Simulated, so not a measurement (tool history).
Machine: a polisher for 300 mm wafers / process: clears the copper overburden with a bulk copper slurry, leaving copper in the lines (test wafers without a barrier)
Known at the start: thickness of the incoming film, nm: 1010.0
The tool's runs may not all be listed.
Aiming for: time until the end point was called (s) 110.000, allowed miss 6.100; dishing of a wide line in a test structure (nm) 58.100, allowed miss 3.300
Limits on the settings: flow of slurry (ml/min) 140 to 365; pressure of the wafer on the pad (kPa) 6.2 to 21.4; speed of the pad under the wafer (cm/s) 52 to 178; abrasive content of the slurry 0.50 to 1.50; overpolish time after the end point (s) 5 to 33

run	hour	flow of slurry (ml/min)	pressure of the wafer on the pad (kPa)	speed of the pad under the wafer (cm/s)	abrasive content of the slurry	overpolish time after the end point (s)	time until the end point was called (s)	dishing of a wide line in a test structure (nm)
1	0.0	235	13.8	114	1.00	17	142.300	60.523
2	2.4	235	13.8	126	1.00	17	130.020	64.296
3	8.4	235	16.5	126	1.00	17	110.870	72.859
4	15.1	235	13.8	126	1.00	17	129.940	65.141
5	18.6	235	14.5	126	1.00	15	124.840	61.542
6	20.3	275	14.5	126	1.00	15	121.630	61.832
7	26.2	275	14.5	126	1.00	14	124.290	61.417
8	31.6	275	15.2	126	1.00	13	118.270	58.781

Below are 5 possible settings for the next run. Only one of them brings all results inside the allowed miss of their targets. Which is it?
A	37.0	270	14.5	140	1.00	12	?	?
B	37.0	305	16.5	144	1.00	10	?	?
C	37.0	295	18.6	118	1.25	10	?	?
D	37.0	260	13.1	132	1.00	16	?	?
E	37.0	305	14.5	120	0.85	15	?	?

move	time until the end point was called (s)	dishing of a wide line in a test structure (nm)
A	108.580	60.154
B	91.875	60.770
C	91.664	61.824
D	126.540	63.888
E	129.080	61.974
A: in spec on every target
B: carries the result that was furthest off beyond its target, to the other side
C: carries the result that was furthest off beyond its target, to the other side
D: misses by more than the last run did
E: misses by more than the last run did
The move that meets every target is A.

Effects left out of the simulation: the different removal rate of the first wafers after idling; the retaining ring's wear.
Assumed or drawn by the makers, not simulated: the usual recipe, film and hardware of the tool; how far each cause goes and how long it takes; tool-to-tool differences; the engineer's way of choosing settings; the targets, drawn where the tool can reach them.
